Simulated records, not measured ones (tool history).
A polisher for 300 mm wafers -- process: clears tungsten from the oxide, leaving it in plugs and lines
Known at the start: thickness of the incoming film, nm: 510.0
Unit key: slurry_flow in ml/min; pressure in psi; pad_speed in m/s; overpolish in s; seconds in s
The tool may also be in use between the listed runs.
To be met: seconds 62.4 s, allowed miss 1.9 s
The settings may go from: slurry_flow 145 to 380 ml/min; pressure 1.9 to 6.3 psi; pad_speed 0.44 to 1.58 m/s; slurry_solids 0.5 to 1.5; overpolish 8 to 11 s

{"run": 1, "hour": 0.0, "slurry_flow": 245, "pressure": 4.1, "pad_speed": 1, "slurry_solids": 1, "overpolish": 11, "seconds": 116.81}
{"run": 2, "hour": 1.8, "slurry_flow": 245, "pressure": 4.1, "pad_speed": 1, "slurry_solids": 1.15, "overpolish": 11, "seconds": 111.32}
{"run": 3, "hour": 8.5, "slurry_flow": 245, "pressure": 4.1, "pad_speed": 0.86, "slurry_solids": 1.15, "overpolish": 11, "seconds": 129.18}
{"run": 4, "hour": 10.0, "slurry_flow": 245, "pressure": 4.1, "pad_speed": 0.86, "slurry_solids": 0.95, "overpolish": 11, "seconds": 134.42}
{"run": 5, "hour": 11.1, "slurry_flow": 245, "pressure": 3.2, "pad_speed": 0.86, "slurry_solids": 0.95, "overpolish": 11, "seconds": 167.51}
{"run": 6, "hour": 15.7, "slurry_flow": 245, "pressure": 3.2, "pad_speed": 0.6, "slurry_solids": 0.95, "overpolish": 11, "seconds": 230.73}
{"run": 7, "hour": 23.8, "slurry_flow": 250, "pressure": 3.9, "pad_speed": 0.7, "slurry_solids": 0.95, "overpolish": 11, "seconds": 170.31}
{"run": 8, "hour": 24.4, "slurry_flow": 255, "pressure": 4.4, "pad_speed": 0.78, "slurry_solids": 0.95, "overpolish": 11, "seconds": 137.37}
{"run": 9, "hour": 32.0, "slurry_flow": 255, "pressure": 4.4, "pad_speed": 0.78, "slurry_solids": 0.95, "overpolish": 11, "seconds": 136.69}
{"hour": 38.5, "done": "slurry tank refilled with fresh slurry and peroxide"}
{"run": 10, "hour": 38.5, "slurry_flow": 270, "pressure": 5.5, "pad_speed": 1.06, "slurry_solids": 1, "overpolish": 11, "seconds": 74.427}

Pick the move, out of 5, that brings all results within their allowed miss; only one does.
{"run": "A", "hour": 45.0, "slurry_flow": 270, "pressure": 6, "pad_speed": 1.16, "slurry_solids": 1.05, "overpolish": 11, "seconds": "?"}
{"run": "B", "hour": 45.0, "slurry_flow": 235, "pressure": 5.5, "pad_speed": 1.38, "slurry_solids": 1.15, "overpolish": 8, "seconds": "?"}
{"run": "C", "hour": 45.0, "slurry_flow": 320, "pressure": 6, "pad_speed": 1.12, "slurry_solids": 0.9, "overpolish": 11, "seconds": "?"}
{"run": "D", "hour": 45.0, "slurry_flow": 245, "pressure": 6.3, "pad_speed": 1.34, "slurry_solids": 0.8, "overpolish": 11, "seconds": "?"}
{"run": "E", "hour": 45.0, "slurry_flow": 285, "pressure": 6.3, "pad_speed": 0.98, "slurry_solids": 1.15, "overpolish": 11, "seconds": "?"}

move=A seconds=62.962
move=B seconds=57.556
move=C seconds=66.807
move=D seconds=57.465
move=E seconds=68.071
A: all results in spec
B: takes the result that was furthest off past its target
C: nearer than the last run, and not there yet
D: takes the result that was furthest off past its target
E: nearer than the last run, and not there yet
Correct choice: A, which meets every target

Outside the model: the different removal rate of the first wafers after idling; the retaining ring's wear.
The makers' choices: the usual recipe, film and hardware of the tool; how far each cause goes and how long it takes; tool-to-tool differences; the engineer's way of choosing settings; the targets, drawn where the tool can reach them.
